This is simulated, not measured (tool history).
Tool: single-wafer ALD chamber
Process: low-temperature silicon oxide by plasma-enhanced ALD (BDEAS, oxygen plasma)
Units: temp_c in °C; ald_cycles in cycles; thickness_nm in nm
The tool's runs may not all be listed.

run 1 day=0.000 | temp_c=115 ald_cycles=67 | thickness_nm=8.4701
run 2 day=0.167 | temp_c=122 ald_cycles=67 | thickness_nm=8.4599
run 3 day=0.467 | temp_c=117 ald_cycles=67 | thickness_nm=8.4576
run 4 day=0.646 | temp_c=106 ald_cycles=67 | thickness_nm=8.6132
run 5 day=0.838 | temp_c=106 ald_cycles=65 | thickness_nm=8.3852
run 6 day=1.038 | temp_c=98 ald_cycles=65 | thickness_nm=8.5297
run 7 day=1.062 | temp_c=99 ald_cycles=63 | thickness_nm=8.1078
run 8 day=1.429 | temp_c=99 ald_cycles=63 | thickness_nm=8.1318

Forecast run 9:
run 9 day=1.567 | temp_c=99 ald_cycles=62 | thickness_nm=?

{"run 9": {"thickness_nm": 7.989}}
